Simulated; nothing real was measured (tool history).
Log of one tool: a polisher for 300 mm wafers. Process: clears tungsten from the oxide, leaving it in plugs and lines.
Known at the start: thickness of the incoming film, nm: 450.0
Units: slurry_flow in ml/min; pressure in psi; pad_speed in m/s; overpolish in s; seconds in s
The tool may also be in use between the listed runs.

{"run": 1, "hour": 0.0, "slurry_flow": 185, "pressure": 4.7, "pad_speed": 1.22, "slurry_solids": 1, "overpolish": 5, "seconds": 69.107}
{"run": 2, "hour": 2.1, "slurry_flow": 185, "pressure": 4.6, "pad_speed": 1.22, "slurry_solids": 1, "overpolish": 5, "seconds": 71.003}
{"run": 3, "hour": 6.9, "slurry_flow": 185, "pressure": 4.5, "pad_speed": 1.22, "slurry_solids": 1, "overpolish": 5, "seconds": 72.912}
{"run": 4, "hour": 7.7, "slurry_flow": 185, "pressure": 4.4, "pad_speed": 1.22, "slurry_solids": 1, "overpolish": 5, "seconds": 71.028}
{"run": 5, "hour": 16.0, "slurry_flow": 160, "pressure": 4.4, "pad_speed": 1.22, "slurry_solids": 1, "overpolish": 5, "seconds": 74.447}
{"run": 6, "hour": 19.5, "slurry_flow": 160, "pressure": 4.4, "pad_speed": 1.4, "slurry_solids": 1, "overpolish": 5, "seconds": 66.307}
{"run": 7, "hour": 27.7, "slurry_flow": 160, "pressure": 4.3, "pad_speed": 1.4, "slurry_solids": 1, "overpolish": 5, "seconds": 65.29}
{"run": 8, "hour": 33.6, "slurry_flow": 160, "pressure": 4.1, "pad_speed": 1.4, "slurry_solids": 1, "overpolish": 5, "seconds": 71.427}
{"run": 9, "hour": 34.4, "slurry_flow": 160, "pressure": 4, "pad_speed": 1.4, "slurry_solids": 1, "overpolish": 5, "seconds": 74.597}
{"run": 10, "hour": 37.7, "slurry_flow": 160, "pressure": 3.9, "pad_speed": 1.4, "slurry_solids": 1, "overpolish": 5, "seconds": 73.32}

Forecast run 11:
{"run": 11, "hour": 45.2, "slurry_flow": 160, "pressure": 2.8, "pad_speed": 1.36, "slurry_solids": 1, "overpolish": 5, "seconds": "?"}

seconds: 103.43 s
